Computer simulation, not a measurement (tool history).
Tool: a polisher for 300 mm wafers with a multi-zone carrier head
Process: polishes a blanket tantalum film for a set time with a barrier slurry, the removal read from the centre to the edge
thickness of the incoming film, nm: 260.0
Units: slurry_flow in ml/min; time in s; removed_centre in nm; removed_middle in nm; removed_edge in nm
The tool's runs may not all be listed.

run	hour	slurry_flow	centre_zone	middle_zone	edge_zone	slurry_solids	time	removed_centre	removed_middle	removed_edge
1	0	170	1	1	1	1	44	81.759	82.405	81.702
2	1.2	170	1	1	1.07	1	44	82.482	80.23	82.055
3	6	165	0.99	0.99	1.07	0.95	43	78.564	77.621	78.974
4	10.7	165	0.99	0.99	1.07	0.8	43	77.016	76.25	76.683
5	11.5	165	0.99	0.99	1.14	0.8	43	77.139	74.455	78.937
6	16.3	160	0.97	0.97	1.13	0.75	42	72.589	70.601	76.594

The next listed run, before its measurement:
7	22.5	155	0.96	0.96	1.12	0.7	41	?	?	?

removed_centre: 67.647 nm
removed_middle: 68.678 nm
removed_edge: 71.258 nm
